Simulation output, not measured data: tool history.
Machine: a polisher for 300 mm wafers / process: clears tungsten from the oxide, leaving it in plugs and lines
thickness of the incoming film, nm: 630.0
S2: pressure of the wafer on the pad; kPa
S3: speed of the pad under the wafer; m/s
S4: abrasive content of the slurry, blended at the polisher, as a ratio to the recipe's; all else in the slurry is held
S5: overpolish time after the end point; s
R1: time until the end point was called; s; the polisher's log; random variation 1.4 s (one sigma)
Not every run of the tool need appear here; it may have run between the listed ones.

run 1 hour=0.0 | flow_of_slurry_(ml/min)=285 S2=33.1 S3=1.02 S4=1.0 S5=11 | R1=114.770
run 2 hour=3.3 | flow_of_slurry_(ml/min)=285 S2=33.1 S3=1.02 S4=1.0 S5=8 | R1=114.620
run 3 hour=9.3 | flow_of_slurry_(ml/min)=320 S2=33.1 S3=1.02 S4=1.0 S5=8 | R1=114.290
run 4 hour=12.5 | flow_of_slurry_(ml/min)=320 S2=35.2 S3=1.02 S4=1.0 S5=8 | R1=106.840
run 5 hour=15.0 | flow_of_slurry_(ml/min)=320 S2=36.5 S3=1.02 S4=1.0 S5=8 | R1=104.320
run 6 hour=19.9 | flow_of_slurry_(ml/min)=320 S2=36.5 S3=1.02 S4=0.9 S5=8 | R1=107.470
run 7 hour=26.3 | flow_of_slurry_(ml/min)=320 S2=38.6 S3=1.02 S4=0.9 S5=8 | R1=100.960
run 8 hour=30.7 | flow_of_slurry_(ml/min)=320 S2=40.0 S3=1.02 S4=0.9 S5=8 | R1=96.233
run 9 hour=34.6 | flow_of_slurry_(ml/min)=320 S2=41.4 S3=1.02 S4=0.9 S5=8 | R1=98.012
run 10 hour=42.7 | flow_of_slurry_(ml/min)=320 S2=42.7 S3=1.04 S4=0.9 S5=8 | R1=90.010
run 11 hour=43.4 | flow_of_slurry_(ml/min)=320 S2=42.7 S3=1.04 S4=0.9 S5=8 | R1=89.949
run 12 hour=51.8 | flow_of_slurry_(ml/min)=320 S2=43.4 S3=1.04 S4=0.9 S5=8 | R1=88.739
run 13 hour=54.5 | flow_of_slurry_(ml/min)=320 S2=43.4 S3=1.04 S4=0.9 S5=8 | R1=87.443

What will run 14 give?
run 14 hour=61.1 | flow_of_slurry_(ml/min)=320 S2=43.4 S3=1.04 S4=0.9 S5=8 | R1=?

R1: 88.905 s
